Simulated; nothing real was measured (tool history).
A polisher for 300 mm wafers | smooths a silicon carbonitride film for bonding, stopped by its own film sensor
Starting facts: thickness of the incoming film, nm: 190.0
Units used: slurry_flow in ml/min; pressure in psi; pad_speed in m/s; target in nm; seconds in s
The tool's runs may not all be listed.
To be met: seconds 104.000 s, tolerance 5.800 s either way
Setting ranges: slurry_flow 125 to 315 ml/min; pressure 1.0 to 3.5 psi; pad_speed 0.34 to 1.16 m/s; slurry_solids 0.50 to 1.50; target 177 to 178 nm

run 1 hour=0.0 | slurry_flow=205 pressure=2.2 pad_speed=0.74 slurry_solids=1.00 target=177 | seconds=64.591
run 2 hour=1.5 | slurry_flow=205 pressure=2.0 pad_speed=0.74 slurry_solids=1.00 target=177 | seconds=70.352
run 3 hour=9.3 | slurry_flow=205 pressure=2.0 pad_speed=0.74 slurry_solids=1.00 target=178 | seconds=67.043
run 4 hour=13.6 | slurry_flow=185 pressure=2.0 pad_speed=0.74 slurry_solids=1.00 target=178 | seconds=66.951
run 5 hour=14.3 | slurry_flow=185 pressure=1.8 pad_speed=0.74 slurry_solids=1.00 target=178 | seconds=71.851
run 6 hour=20.6 | slurry_flow=185 pressure=1.7 pad_speed=0.72 slurry_solids=1.00 target=178 | seconds=76.401
run 7 hour=28.6 | slurry_flow=185 pressure=1.6 pad_speed=0.70 slurry_solids=1.00 target=178 | seconds=85.021
run 8 hour=36.5 | slurry_flow=185 pressure=1.5 pad_speed=0.70 slurry_solids=1.00 target=178 | seconds=87.418
run 9 hour=40.4 | slurry_flow=185 pressure=1.4 pad_speed=0.70 slurry_solids=1.00 target=178 | seconds=93.698

Exercise: of the 4 proposed moves below, exactly one satisfies all targets within the stated allowed misses. Which move is it?
run A hour=44.3 | slurry_flow=160 pressure=1.7 pad_speed=0.72 slurry_solids=0.85 target=177 | seconds=?
run B hour=44.3 | slurry_flow=240 pressure=1.6 pad_speed=0.64 slurry_solids=0.55 target=178 | seconds=?
run C hour=44.3 | slurry_flow=175 pressure=1.4 pad_speed=0.74 slurry_solids=1.05 target=178 | seconds=?
run D hour=44.3 | slurry_flow=195 pressure=1.4 pad_speed=0.68 slurry_solids=1.00 target=177 | seconds=?

move=A seconds=92.719
move=B seconds=113.220
move=C seconds=92.106
move=D seconds=107.340
A: its largest miss is bigger than the last run's
B: the result that was furthest off in the last run now lies on the other side of its target
C: its largest miss is bigger than the last run's
D: meets every target
So the answer is move D, the one that meets all the targets.
